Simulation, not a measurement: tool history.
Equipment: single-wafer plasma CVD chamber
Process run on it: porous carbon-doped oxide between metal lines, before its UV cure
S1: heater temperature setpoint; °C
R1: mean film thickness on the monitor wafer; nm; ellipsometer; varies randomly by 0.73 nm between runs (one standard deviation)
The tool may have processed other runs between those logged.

Run 1, day 0: S1 320 °C, RF power (kW) 0.65, deposition time (s) 36.3. Result: R1 194.42 nm.
Run 2, day 0.088: S1 326 °C, RF power (kW) 0.65, deposition time (s) 36.3. Result: R1 188.06 nm.
Run 3, day 0.388: S1 317 °C, RF power (kW) 0.65, deposition time (s) 36.3. Result: R1 195.34 nm.
Run 4, day 0.525: S1 322 °C, RF power (kW) 0.65, deposition time (s) 36.3. Result: R1 192.36 nm.
Run 5, day 0.758: S1 324 °C, RF power (kW) 0.635, deposition time (s) 36.3. Result: R1 187.28 nm.
Run 6, day 1.108: S1 324 °C, RF power (kW) 0.725, deposition time (s) 36.3. Result: R1 206.15 nm.
Run 7, day 1.421: S1 336 °C, RF power (kW) 0.62, deposition time (s) 36.3. Result: R1 174.18 nm.
Run 8, day 1.704: S1 336 °C, RF power (kW) 0.62, deposition time (s) 36.3. Result: R1 173.72 nm.

For run 9, what comes out?
Run 9, day 2.067: S1 337 °C, RF power (kW) 0.615, deposition time (s) 36.3. Result: R1 ?.

Run 9 came out at R1 173.06 nm.

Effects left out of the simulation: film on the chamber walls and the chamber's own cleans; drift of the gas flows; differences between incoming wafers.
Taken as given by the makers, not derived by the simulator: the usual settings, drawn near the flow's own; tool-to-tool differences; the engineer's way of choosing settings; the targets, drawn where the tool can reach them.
